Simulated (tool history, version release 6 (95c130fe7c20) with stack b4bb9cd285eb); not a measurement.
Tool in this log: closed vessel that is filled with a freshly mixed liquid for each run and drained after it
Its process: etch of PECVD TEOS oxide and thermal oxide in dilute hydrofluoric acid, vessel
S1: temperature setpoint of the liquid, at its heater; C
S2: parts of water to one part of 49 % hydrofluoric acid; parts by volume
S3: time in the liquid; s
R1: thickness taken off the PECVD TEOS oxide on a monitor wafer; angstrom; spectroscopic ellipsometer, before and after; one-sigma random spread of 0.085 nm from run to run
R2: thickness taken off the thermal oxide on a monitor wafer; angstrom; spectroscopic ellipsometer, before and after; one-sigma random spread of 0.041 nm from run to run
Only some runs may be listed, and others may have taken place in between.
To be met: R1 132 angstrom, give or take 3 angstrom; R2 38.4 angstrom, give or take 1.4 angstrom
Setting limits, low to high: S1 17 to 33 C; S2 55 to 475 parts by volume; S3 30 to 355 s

run 1 hour=0 | S1=25 S2=265 S3=180 | R1=85.528 R2=24.871
run 2 hour=7.3 | S1=22.5 S2=265 S3=180 | R1=78.099 R2=22.626
run 3 hour=16.1 | S1=22.5 S2=180 S3=180 | R1=125.76 R2=36.014
run 4 hour=23.6 | S1=19.5 S2=180 S3=180 | R1=112.15 R2=32.309
run 5 hour=29.2 | S1=20 S2=180 S3=180 | R1=113.47 R2=33.115
run 6 hour=35.7 | S1=20.5 S2=180 S3=180 | R1=116.08 R2=34.175
run 7 hour=37.9 | S1=21 S2=180 S3=180 | R1=118.64 R2=34.427
run 8 hour=41.5 | S1=21.5 S2=180 S3=180 | R1=120.85 R2=35.281
run 9 hour=42.5 | S1=22 S2=180 S3=180 | R1=124.05 R2=35.9
run 10 hour=49 | S1=23 S2=180 S3=180 | R1=128.53 R2=37.573

Exactly one of the 4 candidate moves below puts every result within its allowed miss. Which one?
run A hour=55.5 | S1=23 S2=175 S3=190 | R1=? R2=?
run B hour=55.5 | S1=25.5 S2=155 S3=130 | R1=? R2=?
run C hour=55.5 | S1=23 S2=165 S3=155 | R1=? R2=?
run D hour=55.5 | S1=18 S2=160 S3=195 | R1=? R2=?

move=A R1=138.69 R2=40.616
move=B R1=120.42 R2=35.267
move=C R1=121.31 R2=35.527
move=D R1=129.99 R2=38.068
A: pushes the last run's worst result past its target
B: moves away from the targets compared with the last run
C: moves away from the targets compared with the last run
D: each result inside its tolerance
The right move is D.
